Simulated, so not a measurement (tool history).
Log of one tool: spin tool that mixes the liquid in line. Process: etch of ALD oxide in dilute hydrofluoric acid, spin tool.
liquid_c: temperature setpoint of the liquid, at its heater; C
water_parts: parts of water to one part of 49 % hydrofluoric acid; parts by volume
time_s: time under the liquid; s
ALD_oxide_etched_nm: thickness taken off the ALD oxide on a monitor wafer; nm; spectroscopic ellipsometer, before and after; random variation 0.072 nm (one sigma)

{"run": 1, "day": 0.0, "liquid_c": 22.0, "water_parts": 285, "time_s": 260, "ALD_oxide_etched_nm": 19.243}
{"run": 2, "day": 0.292, "liquid_c": 21.5, "water_parts": 295, "time_s": 260, "ALD_oxide_etched_nm": 18.048}
{"run": 3, "day": 0.633, "liquid_c": 21.0, "water_parts": 305, "time_s": 260, "ALD_oxide_etched_nm": 16.968}
{"run": 4, "day": 0.929, "liquid_c": 21.0, "water_parts": 350, "time_s": 260, "ALD_oxide_etched_nm": 14.252}
{"run": 5, "day": 1.167, "liquid_c": 21.0, "water_parts": 350, "time_s": 280, "ALD_oxide_etched_nm": 15.336}
{"run": 6, "day": 1.217, "liquid_c": 21.0, "water_parts": 350, "time_s": 260, "ALD_oxide_etched_nm": 14.135}
{"run": 7, "day": 1.567, "liquid_c": 20.5, "water_parts": 350, "time_s": 260, "ALD_oxide_etched_nm": 13.924}

Run 8 comes next. What will it give?
{"run": 8, "day": 1.838, "liquid_c": 20.0, "water_parts": 350, "time_s": 260, "ALD_oxide_etched_nm": "?"}

ALD_oxide_etched_nm: 13.716 nm
